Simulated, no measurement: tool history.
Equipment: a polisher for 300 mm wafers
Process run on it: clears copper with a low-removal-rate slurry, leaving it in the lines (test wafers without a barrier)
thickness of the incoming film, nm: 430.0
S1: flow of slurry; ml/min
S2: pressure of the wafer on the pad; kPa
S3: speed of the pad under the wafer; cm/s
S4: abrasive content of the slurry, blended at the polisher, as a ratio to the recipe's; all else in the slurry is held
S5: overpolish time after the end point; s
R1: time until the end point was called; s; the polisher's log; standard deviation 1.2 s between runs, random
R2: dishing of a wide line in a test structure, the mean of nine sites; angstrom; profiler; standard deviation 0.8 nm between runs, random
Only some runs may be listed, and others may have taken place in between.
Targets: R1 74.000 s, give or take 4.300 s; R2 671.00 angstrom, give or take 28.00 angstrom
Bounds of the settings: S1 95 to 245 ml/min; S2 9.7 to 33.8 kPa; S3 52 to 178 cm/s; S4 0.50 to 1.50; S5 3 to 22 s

run	hour	S1	S2	S3	S4	S5	R1	R2
1	0.0	155	21.4	114	1.00	11	123.900	269.51
2	6.1	155	21.4	114	1.15	11	121.330	276.21
3	13.9	155	23.4	114	1.15	11	114.710	296.51
4	21.8	150	25.5	122	1.15	12	100.010	362.37
5	26.1	145	27.6	126	1.15	13	89.741	410.62
6	33.8	145	27.6	104	1.15	13	112.090	358.60
7	35.5	150	29.6	110	1.15	14	99.107	424.23
8	37.8	155	30.3	116	1.15	15	90.764	471.70
9	42.2	155	30.3	122	1.20	16	84.141	534.85
10	48.3	155	31.0	124	1.20	17	79.500	571.07
11	55.0	155	31.7	124	1.20	18	81.993	593.63
12	62.8	160	32.4	124	1.20	18	79.521	612.27

Exactly one of the 4 candidate moves below puts every result within its allowed miss. Which one?
A	70.6	150	32.4	134	1.20	22	?	?
B	70.6	200	29.0	118	1.15	17	?	?
C	70.6	150	33.8	132	1.10	18	?	?
D	70.6	140	33.8	138	1.05	20	?	?

move	R1	R2
A	74.904	745.83
B	89.874	525.09
C	74.700	643.47
D	73.234	708.59
A: the result that was furthest off in the last run now lies on the other side of its target
B: further off than the last run
C: all results in spec
D: the result that was furthest off in the last run now lies on the other side of its target
Answer: C
